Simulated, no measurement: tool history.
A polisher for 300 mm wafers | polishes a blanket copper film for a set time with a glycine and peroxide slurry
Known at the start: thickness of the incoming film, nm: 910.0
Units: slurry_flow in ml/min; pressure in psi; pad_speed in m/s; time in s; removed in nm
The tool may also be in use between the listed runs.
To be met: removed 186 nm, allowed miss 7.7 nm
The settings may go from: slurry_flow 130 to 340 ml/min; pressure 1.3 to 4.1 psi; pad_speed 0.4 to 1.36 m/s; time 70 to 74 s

Run 1, day 0: slurry_flow 220 ml/min, pressure 2.7 psi, pad_speed 0.88 m/s, time 70 s. Result: removed 288.43 nm.
Run 2, day 0.258: slurry_flow 220 ml/min, pressure 3.2 psi, pad_speed 0.88 m/s, time 70 s. Result: removed 327.41 nm.
Run 3, day 0.442: slurry_flow 245 ml/min, pressure 3.2 psi, pad_speed 0.88 m/s, time 70 s. Result: removed 343.16 nm.
Run 4, day 0.6: slurry_flow 265 ml/min, pressure 3.2 psi, pad_speed 0.88 m/s, time 70 s. Result: removed 348.25 nm.
Run 5, day 0.629: slurry_flow 255 ml/min, pressure 2.8 psi, pad_speed 0.86 m/s, time 70 s. Result: removed 300.38 nm.
Run 6, day 0.712: slurry_flow 245 ml/min, pressure 2.5 psi, pad_speed 0.84 m/s, time 70 s. Result: removed 264.65 nm.
Run 7, day 0.825: slurry_flow 240 ml/min, pressure 2.3 psi, pad_speed 0.84 m/s, time 70 s. Result: removed 249.24 nm.
Run 8, day 0.938: slurry_flow 235 ml/min, pressure 2.1 psi, pad_speed 0.84 m/s, time 70 s. Result: removed 236.03 nm.
Run 9, day 1.012: slurry_flow 230 ml/min, pressure 1.9 psi, pad_speed 0.84 m/s, time 70 s. Result: removed 215.88 nm.
Run 10, day 1.225: slurry_flow 225 ml/min, pressure 1.8 psi, pad_speed 0.84 m/s, time 70 s. Result: removed 209.7 nm.
Run 11, day 1.579: slurry_flow 225 ml/min, pressure 1.4 psi, pad_speed 0.82 m/s, time 70 s. Result: removed 170.51 nm.
Run 12, day 1.879: slurry_flow 225 ml/min, pressure 1.4 psi, pad_speed 0.82 m/s, time 70 s. Result: removed 169.97 nm.

4 next moves are on the table. One of them brings every result within its allowed miss. Which?
Run A, day 2.179: slurry_flow 210 ml/min, pressure 1.4 psi, pad_speed 0.96 m/s, time 70 s. Result: removed ?.
Run B, day 2.179: slurry_flow 235 ml/min, pressure 1.4 psi, pad_speed 0.8 m/s, time 70 s. Result: removed ?.
Run C, day 2.179: slurry_flow 250 ml/min, pressure 1.4 psi, pad_speed 0.76 m/s, time 70 s. Result: removed ?.
Run D, day 2.179: slurry_flow 230 ml/min, pressure 1.3 psi, pad_speed 0.84 m/s, time 73 s. Result: removed ?.

move  removed
   A   186.77
   B   168.75
   C   164.74
   D   172.31
A: meets every target
B: further off than the last run
C: further off than the last run
D: nearer than the last run, and not there yet
Answer: A

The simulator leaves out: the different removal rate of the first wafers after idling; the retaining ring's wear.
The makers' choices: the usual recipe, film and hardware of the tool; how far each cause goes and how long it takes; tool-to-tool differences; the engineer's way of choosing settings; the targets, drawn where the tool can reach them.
